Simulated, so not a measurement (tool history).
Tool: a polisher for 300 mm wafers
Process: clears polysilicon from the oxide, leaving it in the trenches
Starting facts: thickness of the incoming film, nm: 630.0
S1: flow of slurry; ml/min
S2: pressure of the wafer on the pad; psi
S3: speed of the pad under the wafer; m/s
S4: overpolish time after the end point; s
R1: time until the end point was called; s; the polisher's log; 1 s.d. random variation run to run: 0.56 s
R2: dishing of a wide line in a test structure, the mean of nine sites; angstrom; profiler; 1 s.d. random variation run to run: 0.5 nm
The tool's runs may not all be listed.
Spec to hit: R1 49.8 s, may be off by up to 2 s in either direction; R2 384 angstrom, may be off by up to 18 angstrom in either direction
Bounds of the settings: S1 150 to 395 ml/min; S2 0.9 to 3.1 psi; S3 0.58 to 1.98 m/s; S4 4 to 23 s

run 1 hour=0 | S1=250 S2=2 S3=1.28 S4=12 | R1=50.659 R2=487.51
run 2 hour=4.7 | S1=195 S2=2 S3=1.28 S4=12 | R1=49.985 R2=482.32
run 3 hour=8 | S1=185 S2=2 S3=1.28 S4=10 | R1=51.621 R2=467.81
run 4 hour=8.8 | S1=185 S2=2 S3=1.28 S4=14 | R1=50.943 R2=492.26
run 5 hour=17.3 | S1=150 S2=2 S3=1.28 S4=14 | R1=53.251 R2=484.91
run 6 hour=22.3 | S1=150 S2=1.5 S3=1.28 S4=14 | R1=65.265 R2=474.13
run 7 hour=26 | S1=150 S2=1.7 S3=1.22 S4=11 | R1=62.649 R2=445.54
run 8 hour=26.7 | S1=150 S2=1.9 S3=1.16 S4=9 | R1=57.834 R2=417.77
run 9 hour=30.2 | S1=155 S2=2.2 S3=1.14 S4=5 | R1=54.448 R2=338.71
run 10 hour=34.8 | S1=165 S2=2.2 S3=1.16 S4=6 | R1=52.167 R2=374.49
run 11 hour=37 | S1=170 S2=2.2 S3=1.16 S4=6 | R1=51.715 R2=372.92
run 12 hour=45.8 | S1=175 S2=2.2 S3=1.16 S4=6 | R1=51.381 R2=368.73
run 13 hour=46.6 | S1=180 S2=2.2 S3=1.16 S4=6 | R1=51.677 R2=369.96

4 candidate next runs follow, results not yet known. Just one meets every target within its allowed miss. Identify it.
run A hour=47.4 | S1=180 S2=2.2 S3=1.08 S4=7 | R1=? R2=?
run B hour=47.4 | S1=175 S2=2.3 S3=1.02 S4=8 | R1=? R2=?
run C hour=47.4 | S1=195 S2=2.2 S3=1.22 S4=6 | R1=? R2=?
run D hour=47.4 | S1=205 S2=2.1 S3=1.02 S4=6 | R1=? R2=?

move=A R1=55.169 R2=389.82
move=B R1=55.952 R2=410.64
move=C R1=49.587 R2=381.24
move=D R1=58.867 R2=349.29
A: misses by more than the last run did
B: misses by more than the last run did
C: meets every target
D: misses by more than the last run did
Move C is the one to make.
